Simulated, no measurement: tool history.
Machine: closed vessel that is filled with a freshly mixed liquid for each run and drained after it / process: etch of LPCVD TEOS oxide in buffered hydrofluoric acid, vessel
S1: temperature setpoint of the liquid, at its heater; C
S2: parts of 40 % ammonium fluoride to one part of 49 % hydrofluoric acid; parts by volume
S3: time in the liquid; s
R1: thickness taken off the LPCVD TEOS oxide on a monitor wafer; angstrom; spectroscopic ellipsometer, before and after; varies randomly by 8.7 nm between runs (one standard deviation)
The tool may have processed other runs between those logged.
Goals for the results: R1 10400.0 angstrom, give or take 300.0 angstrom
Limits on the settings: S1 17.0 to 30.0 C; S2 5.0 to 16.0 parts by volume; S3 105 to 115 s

{"run": 1, "hour": 0.0, "S1": 22.0, "S2": 9.5, "S3": 105, "R1": 4596.5}
{"run": 2, "hour": 6.0, "S1": 23.0, "S2": 9.0, "S3": 105, "R1": 5014.9}
{"run": 3, "hour": 12.2, "S1": 23.0, "S2": 8.0, "S3": 105, "R1": 5802.0}
{"run": 4, "hour": 16.5, "S1": 23.5, "S2": 8.0, "S3": 105, "R1": 5918.3}
{"run": 5, "hour": 17.1, "S1": 24.0, "S2": 8.0, "S3": 105, "R1": 5999.9}
{"run": 6, "hour": 20.1, "S1": 24.0, "S2": 8.0, "S3": 115, "R1": 6690.6}
{"run": 7, "hour": 21.8, "S1": 24.0, "S2": 8.0, "S3": 115, "R1": 6679.4}
{"run": 8, "hour": 26.0, "S1": 28.0, "S2": 6.5, "S3": 115, "R1": 10158.0}

Exactly one of the 5 candidate moves below puts every result within its allowed miss. Which one?
{"run": "A", "hour": 30.2, "S1": 27.5, "S2": 6.0, "S3": 105, "R1": "?"}
{"run": "B", "hour": 30.2, "S1": 29.0, "S2": 6.5, "S3": 105, "R1": "?"}
{"run": "C", "hour": 30.2, "S1": 24.5, "S2": 5.5, "S3": 115, "R1": "?"}
{"run": "D", "hour": 30.2, "S1": 29.5, "S2": 6.5, "S3": 115, "R1": "?"}
{"run": "E", "hour": 30.2, "S1": 29.0, "S2": 6.0, "S3": 105, "R1": "?"}

move=A R1=9672.9
move=B R1=9772.2
move=C R1=9707.4
move=D R1=10988.0
move=E R1=10472.0
A: further off than the last run
B: further off than the last run
C: further off than the last run
D: moves the result that the last run missed by most past its target, out the other side
E: all results in spec
Move E is the one to make.
